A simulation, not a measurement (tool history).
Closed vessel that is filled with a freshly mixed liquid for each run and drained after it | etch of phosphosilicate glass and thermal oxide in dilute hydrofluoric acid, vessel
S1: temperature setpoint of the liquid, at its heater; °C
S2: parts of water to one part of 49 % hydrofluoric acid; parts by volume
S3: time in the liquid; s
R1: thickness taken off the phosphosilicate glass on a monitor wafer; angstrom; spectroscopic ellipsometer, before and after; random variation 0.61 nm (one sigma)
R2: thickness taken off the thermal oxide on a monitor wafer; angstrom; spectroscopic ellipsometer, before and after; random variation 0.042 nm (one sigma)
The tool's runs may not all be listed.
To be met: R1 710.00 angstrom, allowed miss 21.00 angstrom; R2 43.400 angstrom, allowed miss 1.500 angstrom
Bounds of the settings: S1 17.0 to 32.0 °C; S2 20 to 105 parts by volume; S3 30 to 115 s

{"run": 1, "hour": 0.0, "S1": 24.0, "S2": 55, "S3": 60, "R1": 888.32, "R2": 53.483}
{"run": 2, "hour": 5.0, "S1": 22.5, "S2": 55, "S3": 60, "R1": 825.73, "R2": 49.401}
{"run": 3, "hour": 14.0, "S1": 22.5, "S2": 45, "S3": 60, "R1": 1021.5, "R2": 62.185}
{"run": 4, "hour": 21.4, "S1": 22.5, "S2": 45, "S3": 80, "R1": 1374.7, "R2": 82.66}
{"run": 5, "hour": 28.5, "S1": 22.5, "S2": 60, "S3": 80, "R1": 1003.1, "R2": 60.975}
{"run": 6, "hour": 31.2, "S1": 21.0, "S2": 60, "S3": 80, "R1": 926.22, "R2": 57.364}
{"run": 7, "hour": 34.1, "S1": 20.5, "S2": 60, "S3": 80, "R1": 926.64, "R2": 56.731}
{"run": 8, "hour": 40.6, "S1": 19.5, "S2": 60, "S3": 80, "R1": 885.16, "R2": 54.438}
{"run": 9, "hour": 43.7, "S1": 19.0, "S2": 60, "S3": 80, "R1": 856.44, "R2": 53.163}
{"run": 10, "hour": 49.2, "S1": 18.5, "S2": 60, "S3": 80, "R1": 851.5, "R2": 51.151}
{"run": 11, "hour": 57.4, "S1": 18.0, "S2": 60, "S3": 80, "R1": 823.72, "R2": 50.628}
{"run": 12, "hour": 59.2, "S1": 17.5, "S2": 70, "S3": 80, "R1": 686.7, "R2": 41.569}

4 next moves are on the table. One of them brings every result within its allowed miss. Which?
{"run": "A", "hour": 61.0, "S1": 17.0, "S2": 70, "S3": 85, "R1": "?", "R2": "?"}
{"run": "B", "hour": 61.0, "S1": 21.0, "S2": 60, "S3": 65, "R1": "?", "R2": "?"}
{"run": "C", "hour": 61.0, "S1": 21.0, "S2": 55, "S3": 50, "R1": "?", "R2": "?"}
{"run": "D", "hour": 61.0, "S1": 18.0, "S2": 70, "S3": 75, "R1": "?", "R2": "?"}

move=A R1=704.33 R2=43.936
move=B R1=753.09 R2=46.978
move=C R1=635.83 R2=39.663
move=D R1=648.63 R2=40.462
A: meets every target
B: takes the result that was furthest off past its target
C: further off than the last run
D: further off than the last run
The right move is A.
